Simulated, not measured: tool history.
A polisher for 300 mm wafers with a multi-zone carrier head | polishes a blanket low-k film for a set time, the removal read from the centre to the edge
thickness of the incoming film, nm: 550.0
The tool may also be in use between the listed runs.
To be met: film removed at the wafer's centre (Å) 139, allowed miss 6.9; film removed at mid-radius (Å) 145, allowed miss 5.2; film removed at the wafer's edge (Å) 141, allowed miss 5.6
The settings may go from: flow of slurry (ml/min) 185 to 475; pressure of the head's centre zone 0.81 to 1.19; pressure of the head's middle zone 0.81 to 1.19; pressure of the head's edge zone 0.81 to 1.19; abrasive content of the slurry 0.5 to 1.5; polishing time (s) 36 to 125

run    day  flow of slurry (ml/min)  pressure of the head's centre zone  pressure of the head's middle zone  pressure of the head's edge zone  abrasive content of the slurry  polishing time (s)  film removed at the wafer's centre (Å)  film removed at mid-radius (Å)  film removed at the wafer's edge (Å)
  1      0                      305                                   1                                   1                                 1                               1                  80                                  272.66                          272.71                                 272.2
  2  0.292                      305                                0.98                                0.99                              0.97                            0.85                  72                                  217.87                          210.56                                214.88
  3  0.508                      270                                0.98                                0.99                              0.97                            0.85                  72                                  209.83                          211.71                                220.01
  4  0.779                      270                                0.98                                1.07                              0.97                            0.85                  72                                  210.39                          230.25                                212.65
  5  1.133                      280                                0.96                                1.06                              0.94                            0.75                  69                                  175.73                          196.06                                180.35
  6  1.229                      295                                0.95                                1.03                               0.9                             0.7                  69                                  163.53                          176.92                                168.33
  7  1.371                      305                                0.95                                1.02                              0.87                            0.65                  69                                  154.55                          159.72                                149.45
  8  1.479                      305                                0.93                                1.01                              0.86                            0.65                  69                                  146.14                          159.23                                149.95
  9  1.712                      295                                0.95                                0.95                              0.83                            0.55                  69                                  120.84                          119.89                                117.01

Which of these 4 next moves meets every target?
  A  1.946                      380                                0.96                                   1                              0.93                            0.95                  43                                       ?                               ?                                     ?
  B  1.946                      345                                0.97                                0.91                              0.83                             0.6                  69                                       ?                               ?                                     ?
  C  1.946                      345                                1.01                                0.98                              0.81                            0.55                  74                                       ?                               ?                                     ?
  D  1.946                      315                                0.82                                0.87                              1.01                             0.6                  71                                       ?                               ?                                     ?

move  film removed at the wafer's centre (Å)  film removed at mid-radius (Å)  film removed at the wafer's edge (Å)
   A                                  139.64                          143.09                                140.92
   B                                  141.92                          133.23                                136.37
   C                                  138.63                          133.08                                 126.8
   D                                  123.31                          131.28                                150.76
A: meets every target
B: nearer than the last run, and not there yet
C: nearer than the last run, and not there yet
D: nearer than the last run, and not there yet
The right move is A.
